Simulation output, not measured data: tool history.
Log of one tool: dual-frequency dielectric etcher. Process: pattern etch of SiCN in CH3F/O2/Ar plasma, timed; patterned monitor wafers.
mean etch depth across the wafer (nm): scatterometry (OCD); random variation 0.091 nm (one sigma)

| run | hour | source power (kW) | bias power (kW) | etch time (s) | mean etch depth across the wafer (nm) |
|---|---|---|---|---|---|
| 1 | 0 | 0.54 | 0.063 | 107.5 | 44.631 |
| 2 | 6.7 | 0.54 | 0.063 | 107.5 | 44.507 |
| 3 | 9.4 | 0.51 | 0.062 | 107.5 | 43.354 |
| 4 | 16.5 | 0.49 | 0.061 | 107.5 | 42.252 |
| 5 | 19.7 | 0.48 | 0.061 | 107.5 | 41.9 |
| 6 | 23.9 | 0.47 | 0.061 | 107.5 | 41.559 |

Forecast run 7:
| 7 | 24.5 | 0.46 | 0.061 | 107.5 | ? |

Run 7 gave mean etch depth across the wafer (nm) 41.274.
